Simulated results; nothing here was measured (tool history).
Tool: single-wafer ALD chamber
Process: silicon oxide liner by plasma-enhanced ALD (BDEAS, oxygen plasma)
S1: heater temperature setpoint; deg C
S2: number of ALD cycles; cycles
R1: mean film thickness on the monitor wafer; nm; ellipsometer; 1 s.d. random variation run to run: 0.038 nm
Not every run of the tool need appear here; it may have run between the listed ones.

Run 1, day 0: S1 325 deg C, S2 84 cycles. Result: R1 7.4004 nm.
Run 2, day 0.225: S1 325 deg C, S2 83 cycles. Result: R1 7.315 nm.
Run 3, day 0.517: S1 325 deg C, S2 82 cycles. Result: R1 7.2825 nm.
Run 4, day 0.767: S1 325 deg C, S2 81 cycles. Result: R1 7.1309 nm.
Run 5, day 0.829: S1 325 deg C, S2 87 cycles. Result: R1 7.6459 nm.
Run 6, day 1.008: S1 334 deg C, S2 87 cycles. Result: R1 7.5461 nm.

Run 7 has not been measured yet. What should we expect?
Run 7, day 1.196: S1 334 deg C, S2 86 cycles. Result: R1 ?.

Run 7 gave R1 7.4707 nm.

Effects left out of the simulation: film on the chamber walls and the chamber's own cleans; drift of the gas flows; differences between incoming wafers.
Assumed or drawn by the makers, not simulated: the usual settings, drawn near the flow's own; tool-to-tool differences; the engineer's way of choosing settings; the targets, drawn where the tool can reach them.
